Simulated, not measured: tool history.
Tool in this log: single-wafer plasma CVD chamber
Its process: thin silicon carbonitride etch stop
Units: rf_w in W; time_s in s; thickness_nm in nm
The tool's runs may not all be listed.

Run 1, hour 0.0: rf_w 245 W, time_s 13.4 s. Result: thickness_nm 8.0915 nm.
Run 2, hour 6.6: rf_w 245 W, time_s 11.5 s. Result: thickness_nm 6.9002 nm.
Run 3, hour 13.1: rf_w 270 W, time_s 11.5 s. Result: thickness_nm 7.1865 nm.
Run 4, hour 16.0: rf_w 270 W, time_s 9.7 s. Result: thickness_nm 6.1015 nm.
Run 5, hour 25.0: rf_w 285 W, time_s 9.7 s. Result: thickness_nm 6.2217 nm.
Run 6, hour 30.2: rf_w 290 W, time_s 10.6 s. Result: thickness_nm 6.8559 nm.
Run 7, hour 31.9: rf_w 295 W, time_s 11.2 s. Result: thickness_nm 7.3008 nm.
Run 8, hour 33.6: rf_w 300 W, time_s 11.7 s. Result: thickness_nm 7.6688 nm.
Run 9, hour 38.5: rf_w 305 W, time_s 12.1 s. Result: thickness_nm 7.9729 nm.

Run 10 is up next; what results do you expect?
Run 10, hour 42.4: rf_w 310 W, time_s 12.5 s. Result: thickness_nm ?.

thickness_nm: 8.2893 nm
